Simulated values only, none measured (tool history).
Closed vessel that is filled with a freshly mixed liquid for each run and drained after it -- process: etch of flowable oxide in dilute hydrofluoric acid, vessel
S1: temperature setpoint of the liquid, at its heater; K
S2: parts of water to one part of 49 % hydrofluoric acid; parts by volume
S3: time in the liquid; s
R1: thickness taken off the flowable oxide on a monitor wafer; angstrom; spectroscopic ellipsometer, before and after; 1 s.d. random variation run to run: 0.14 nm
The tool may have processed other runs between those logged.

{"run": 1, "hour": 0.0, "S1": 296.15, "S2": 155, "S3": 90, "R1": 145.73}
{"run": 2, "hour": 2.6, "S1": 292.65, "S2": 155, "S3": 90, "R1": 129.26}
{"run": 3, "hour": 6.7, "S1": 292.65, "S2": 195, "S3": 90, "R1": 99.402}
{"run": 4, "hour": 8.8, "S1": 291.15, "S2": 195, "S3": 90, "R1": 92.398}
{"run": 5, "hour": 13.4, "S1": 293.15, "S2": 195, "S3": 90, "R1": 99.774}
{"run": 6, "hour": 22.7, "S1": 296.15, "S2": 180, "S3": 90, "R1": 123.32}
{"run": 7, "hour": 26.6, "S1": 298.65, "S2": 170, "S3": 90, "R1": 146.99}

Run 8 is up next; what results do you expect?
{"run": 8, "hour": 34.5, "S1": 302.65, "S2": 145, "S3": 90, "R1": "?"}

{"run 8": {"R1": 202.99}}
